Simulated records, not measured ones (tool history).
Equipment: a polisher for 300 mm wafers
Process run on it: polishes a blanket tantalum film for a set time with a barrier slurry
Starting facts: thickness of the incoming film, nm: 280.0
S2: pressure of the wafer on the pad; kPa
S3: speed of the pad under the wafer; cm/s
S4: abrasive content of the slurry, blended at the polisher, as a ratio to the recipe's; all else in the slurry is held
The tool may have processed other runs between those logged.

Run 1, hour 0: flow of slurry (ml/min) 130, S2 11.7 kPa, S3 98 cm/s, S4 1, polishing time (s) 41. Result: film removed (angstrom) 604.67.
Run 2, hour 5.7: flow of slurry (ml/min) 120, S2 11.7 kPa, S3 98 cm/s, S4 1, polishing time (s) 41. Result: film removed (angstrom) 593.8.
Run 3, hour 6.3: flow of slurry (ml/min) 120, S2 11.7 kPa, S3 110 cm/s, S4 1, polishing time (s) 41. Result: film removed (angstrom) 665.09.
Run 4, hour 12.5: flow of slurry (ml/min) 120, S2 11.7 kPa, S3 110 cm/s, S4 1.2, polishing time (s) 41. Result: film removed (angstrom) 700.21.
Run 5, hour 20.9: flow of slurry (ml/min) 115, S2 11 kPa, S3 110 cm/s, S4 1.2, polishing time (s) 41. Result: film removed (angstrom) 657.63.
Run 6, hour 28.6: flow of slurry (ml/min) 110, S2 10.3 kPa, S3 110 cm/s, S4 1.2, polishing time (s) 41. Result: film removed (angstrom) 602.
Run 7, hour 29.3: flow of slurry (ml/min) 105, S2 10.3 kPa, S3 110 cm/s, S4 1.2, polishing time (s) 41. Result: film removed (angstrom) 602.71.
Run 8, hour 37.6: flow of slurry (ml/min) 100, S2 10.3 kPa, S3 110 cm/s, S4 1.2, polishing time (s) 41. Result: film removed (angstrom) 594.32.
Run 9, hour 42.7: flow of slurry (ml/min) 95, S2 10.3 kPa, S3 110 cm/s, S4 1.2, polishing time (s) 41. Result: film removed (angstrom) 583.82.
Run 10, hour 47.4: flow of slurry (ml/min) 95, S2 10.3 kPa, S3 110 cm/s, S4 1.2, polishing time (s) 41. Result: film removed (angstrom) 587.07.

Estimate the outcome of run 11 from the log above:
Run 11, hour 48.1: flow of slurry (ml/min) 90, S2 10.3 kPa, S3 110 cm/s, S4 1.2, polishing time (s) 41. Result: film removed (angstrom) ?.

{"run 11": {"film removed (angstrom)": 576.78}}

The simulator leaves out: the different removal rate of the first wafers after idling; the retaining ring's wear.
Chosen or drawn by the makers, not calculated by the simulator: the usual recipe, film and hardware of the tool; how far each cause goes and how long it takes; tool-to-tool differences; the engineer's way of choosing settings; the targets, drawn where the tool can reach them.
